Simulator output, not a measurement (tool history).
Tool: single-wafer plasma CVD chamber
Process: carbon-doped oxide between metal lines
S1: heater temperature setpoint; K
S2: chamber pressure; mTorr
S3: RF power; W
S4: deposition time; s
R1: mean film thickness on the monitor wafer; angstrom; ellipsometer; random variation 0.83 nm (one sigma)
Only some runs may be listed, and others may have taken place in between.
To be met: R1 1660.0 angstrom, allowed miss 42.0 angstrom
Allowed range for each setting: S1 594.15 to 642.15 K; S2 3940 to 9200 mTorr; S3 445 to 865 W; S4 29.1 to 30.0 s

| run | hour | S1 | S2 | S3 | S4 | R1 |
|---|---|---|---|---|---|---|
| 1 | 0.0 | 618.15 | 6570 | 655 | 29.1 | 1924.9 |
| 2 | 4.2 | 618.15 | 6570 | 735 | 29.1 | 2060.0 |
| 3 | 10.8 | 623.15 | 6570 | 735 | 29.1 | 2040.8 |
| 4 | 18.8 | 625.15 | 6400 | 675 | 29.1 | 1939.5 |
| 5 | 26.3 | 625.15 | 6400 | 675 | 30.0 | 1993.6 |
| 6 | 28.7 | 625.15 | 6400 | 675 | 29.1 | 1928.8 |
| 7 | 30.0 | 627.15 | 6300 | 630 | 29.1 | 1837.9 |
| 8 | 38.2 | 628.15 | 6220 | 600 | 29.1 | 1766.8 |
| 9 | 46.0 | 629.15 | 6140 | 585 | 29.1 | 1727.5 |
| 10 | 54.6 | 630.15 | 6050 | 575 | 29.1 | 1717.5 |

Consider the 4 candidate settings below. Which is the only one whose results all fall within their allowed miss of target?
| A | 63.2 | 626.15 | 7330 | 500 | 29.9 | ? |
| B | 63.2 | 627.15 | 5760 | 570 | 29.7 | ? |
| C | 63.2 | 642.15 | 7340 | 495 | 29.1 | ? |
| D | 63.2 | 633.15 | 5760 | 510 | 29.1 | ? |

| move | R1 |
|---|---|
| A | 1668.8 |
| B | 1753.0 |
| C | 1556.9 |
| D | 1580.8 |
A: every result lands within tolerance
B: the biggest miss grows against the last run
C: carries the result that was furthest off beyond its target, to the other side
D: carries the result that was furthest off beyond its target, to the other side
The right move is A.

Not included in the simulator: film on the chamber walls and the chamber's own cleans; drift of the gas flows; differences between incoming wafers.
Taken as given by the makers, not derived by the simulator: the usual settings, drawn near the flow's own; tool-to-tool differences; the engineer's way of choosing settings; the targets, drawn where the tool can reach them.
